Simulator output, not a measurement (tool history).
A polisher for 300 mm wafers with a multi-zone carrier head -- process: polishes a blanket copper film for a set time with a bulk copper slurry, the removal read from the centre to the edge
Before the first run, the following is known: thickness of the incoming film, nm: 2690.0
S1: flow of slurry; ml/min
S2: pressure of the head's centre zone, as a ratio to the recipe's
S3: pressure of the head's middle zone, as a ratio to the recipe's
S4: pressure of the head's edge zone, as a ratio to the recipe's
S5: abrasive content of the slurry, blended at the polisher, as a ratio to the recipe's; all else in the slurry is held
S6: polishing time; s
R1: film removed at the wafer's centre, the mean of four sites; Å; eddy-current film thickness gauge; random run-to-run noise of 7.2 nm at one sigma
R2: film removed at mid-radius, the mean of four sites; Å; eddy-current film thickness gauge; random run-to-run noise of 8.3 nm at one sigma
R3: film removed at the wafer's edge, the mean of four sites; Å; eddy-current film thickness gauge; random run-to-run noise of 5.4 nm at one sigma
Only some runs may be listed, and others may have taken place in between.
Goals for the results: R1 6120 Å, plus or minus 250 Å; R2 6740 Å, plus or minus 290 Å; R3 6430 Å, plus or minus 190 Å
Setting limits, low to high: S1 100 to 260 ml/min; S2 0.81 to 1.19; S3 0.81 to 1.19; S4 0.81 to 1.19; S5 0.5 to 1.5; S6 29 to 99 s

run	hour	S1	S2	S3	S4	S5	S6	R1	R2	R3
1	0	165	1	1	1	1	64	6883.2	7229.2	7227.9
2	2.1	160	0.99	1	0.98	1	64	6917.4	7255.6	7104.4
3	3.7	160	1.03	1	0.98	1	64	7021.8	7139.3	7153.8
4	11.7	155	1.01	1	0.97	0.95	64	6833.1	6901.4	6938.8
5	15.3	155	1.01	1	0.97	0.85	64	6694	6861	6770.7
6	20.1	155	1.01	1	0.97	0.95	64	6935.8	6976.1	7054.7
7	26.5	120	0.94	1.02	0.88	0.85	64	5842	6409.9	6148.4
8	29.7	120	0.94	1.02	0.88	0.85	64	5866.8	6566.7	6155.1
9	36.2	125	0.94	1.02	0.89	0.85	64	5895.4	6490.2	6322.1
# hour 43.7: worn pad replaced by a new one
10	43.7	140	0.96	1.05	0.88	0.85	64	6758.4	7519	7019.2
11	48.8	135	0.96	1.05	0.88	0.85	64	6639.8	7439.4	7020.5
12	49.5	130	0.96	1.05	0.88	0.85	64	6621.3	7370.6	6798.4
13	56.4	105	0.92	0.99	0.86	0.75	64	5780.8	6323.6	6245.7
14	65	110	0.92	0.99	0.86	0.75	64	5739.7	6695.4	6454.3

Which one of the following 4 next-run settings gets every result inside its allowed miss? There is exactly one.
A	73.6	120	0.85	1.01	0.81	0.55	67	?	?	?
B	73.6	160	0.81	1.02	0.81	0.6	64	?	?	?
C	73.6	145	0.81	0.98	0.84	0.55	66	?	?	?
D	73.6	110	0.97	1.03	0.86	0.65	66	?	?	?

move	R1	R2	R3
A	5352.2	6611.5	6198.4
B	5370.2	6961.5	6343.1
C	5297.1	6657.5	6416.4
D	6089.6	6713.6	6410.6
A: misses by more than the last run did
B: misses by more than the last run did
C: misses by more than the last run did
D: all results in spec
Go with D: it meets all targets.
